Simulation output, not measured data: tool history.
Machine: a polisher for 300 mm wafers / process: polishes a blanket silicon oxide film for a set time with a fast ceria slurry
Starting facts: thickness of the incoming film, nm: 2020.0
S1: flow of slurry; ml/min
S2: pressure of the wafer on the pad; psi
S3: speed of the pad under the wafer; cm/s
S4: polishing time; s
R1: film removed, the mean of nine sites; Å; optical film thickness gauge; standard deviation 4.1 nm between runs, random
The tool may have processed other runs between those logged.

run,hour,S1,S2,S3,S4,R1
1,0,185,2.3,116,49,7897.1
2,8.4,185,2.2,116,49,7396
3,15.9,185,2.2,116,52,7898.3
4,21.7,185,2.2,116,52,7928.2
5,22.7,185,2.6,116,52,9344.1
6,28.6,185,2.4,116,52,8691.7
# hour 36.7: head pressure recalibrated
7,36.7,165,1.8,114,52,5925.9
8,38.5,160,1.8,114,52,5816.6
9,41.6,155,1.8,114,52,5813.8
10,48.8,150,1.8,114,52,5856.5
11,56.9,145,1.3,114,52,4250.7
12,60.4,150,1.3,114,52,4322.4
13,61.7,155,1.3,114,52,4315.7
14,64.5,160,1.3,114,52,4313
15,68.3,160,1.3,114,52,4337.4
16,72.1,165,1.3,114,52,4335.4
17,79.9,190,1.6,114,52,5418
18,88.3,185,1.6,114,52,5350
19,89.8,180,1.6,114,52,5351.2
20,92.2,175,1.6,114,52,5314.4

Forecast run 21:
21,96.3,155,1.4,114,52,?

{"run 21": {"R1": 4589.6}}
